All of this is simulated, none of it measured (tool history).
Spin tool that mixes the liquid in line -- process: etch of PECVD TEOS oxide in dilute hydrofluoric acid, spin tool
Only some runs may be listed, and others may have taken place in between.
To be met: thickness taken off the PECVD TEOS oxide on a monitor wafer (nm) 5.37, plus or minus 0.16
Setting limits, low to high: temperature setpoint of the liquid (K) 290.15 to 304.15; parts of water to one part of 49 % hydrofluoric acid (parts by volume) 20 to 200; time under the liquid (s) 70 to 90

run,hour,temperature setpoint of the liquid (K),parts of water to one part of 49 % hydrofluoric acid (parts by volume),time under the liquid (s),thickness taken off the PECVD TEOS oxide on a monitor wafer (nm)
1,0,296.15,110,90,6.3951
2,6.9,295.65,110,90,6.2386
3,14.4,295.65,110,90,6.2653
4,19.4,295.15,110,90,6.1413
5,20.2,294.65,110,90,6.0146
6,22.9,297.15,110,90,6.6322
7,31.6,296.15,110,90,6.3327
8,32.5,295.65,110,90,6.2484
9,38.5,295.15,110,90,6.1319
10,42.5,294.65,110,90,5.9898
11,45,294.15,110,90,5.8701
12,47.8,293.65,110,90,5.7608
13,52.9,293.15,110,90,5.6622

Which of these 4 next moves meets every target?
A,58,295.65,105,80,?
B,58,294.65,95,80,?
C,58,292.65,105,90,?
D,58,292.65,90,70,?

move,thickness taken off the PECVD TEOS oxide on a monitor wafer (nm)
A,5.8284
B,6.2601
C,5.8056
D,5.3563
A: lands further from the targets than the last run did
B: lands further from the targets than the last run did
C: lands further from the targets than the last run did
D: all results land within tolerance of their targets
So the answer is move D, the one that meets all the targets.

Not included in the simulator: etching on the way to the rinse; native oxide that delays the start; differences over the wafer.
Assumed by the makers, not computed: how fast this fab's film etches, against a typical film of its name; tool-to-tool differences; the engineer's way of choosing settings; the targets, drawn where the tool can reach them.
